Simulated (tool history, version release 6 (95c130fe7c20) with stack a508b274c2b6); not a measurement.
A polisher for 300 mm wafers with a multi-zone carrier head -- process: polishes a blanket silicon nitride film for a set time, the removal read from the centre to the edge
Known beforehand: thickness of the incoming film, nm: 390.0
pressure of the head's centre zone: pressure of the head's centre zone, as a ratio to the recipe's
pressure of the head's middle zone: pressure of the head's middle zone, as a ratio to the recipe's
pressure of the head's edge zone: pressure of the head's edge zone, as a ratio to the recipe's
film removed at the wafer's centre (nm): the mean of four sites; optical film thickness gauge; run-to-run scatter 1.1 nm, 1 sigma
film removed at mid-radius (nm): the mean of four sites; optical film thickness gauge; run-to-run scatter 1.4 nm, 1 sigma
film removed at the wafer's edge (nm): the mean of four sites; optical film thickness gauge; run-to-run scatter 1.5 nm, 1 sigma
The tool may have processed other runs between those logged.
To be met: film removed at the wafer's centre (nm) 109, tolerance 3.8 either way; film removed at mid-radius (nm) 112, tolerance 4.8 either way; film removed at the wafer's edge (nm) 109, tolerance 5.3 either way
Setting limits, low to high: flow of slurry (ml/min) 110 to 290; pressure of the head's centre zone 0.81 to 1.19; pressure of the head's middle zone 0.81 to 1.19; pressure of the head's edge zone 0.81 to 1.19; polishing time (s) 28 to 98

run	hour	flow of slurry (ml/min)	pressure of the head's centre zone	pressure of the head's middle zone	pressure of the head's edge zone	polishing time (s)	film removed at the wafer's centre (nm)	film removed at mid-radius (nm)	film removed at the wafer's edge (nm)
1	0	185	1	1	1	63	77.191	78.615	78.569
2	6.4	190	1.01	1.01	1.01	65	81.069	82.135	82.273
3	10	210	1.01	1.01	1.01	65	82.788	80.212	84.566
4	12.6	210	1.01	1.01	0.96	65	82.364	82.307	82.009
5	13.6	210	1.01	1.02	0.97	67	85.892	86.213	83.288
6	20.5	210	1.08	1.02	0.97	67	88.964	84.414	83.556
7	21.5	210	1.08	1.03	0.98	68	92.545	85.882	85.872
8	30.5	240	1	1.13	1.08	79	101.21	111.06	104.04
9	38.4	250	1.02	1.12	1.09	80	103.83	113.46	107.96

Exactly one of the 5 candidate moves below puts every result within its allowed miss. Which one?
A	46.3	275	0.98	1.19	1.05	78	?	?	?
B	46.3	240	0.98	1.19	1.07	78	?	?	?
C	46.3	190	1.02	1.05	0.97	87	?	?	?
D	46.3	290	0.95	1.08	1.19	76	?	?	?
E	46.3	285	1.04	1.19	1.17	74	?	?	?

move	film removed at the wafer's centre (nm)	film removed at mid-radius (nm)	film removed at the wafer's edge (nm)
A	100.67	115.18	106.19
B	98.886	113.33	105.88
C	110.43	109.69	109.93
D	95.587	103.83	110.93
E	101.83	109.64	106.75
A: misses by more than the last run did
B: misses by more than the last run did
C: in spec on every target
D: misses by more than the last run did
E: misses by more than the last run did
The move that meets every target is C.
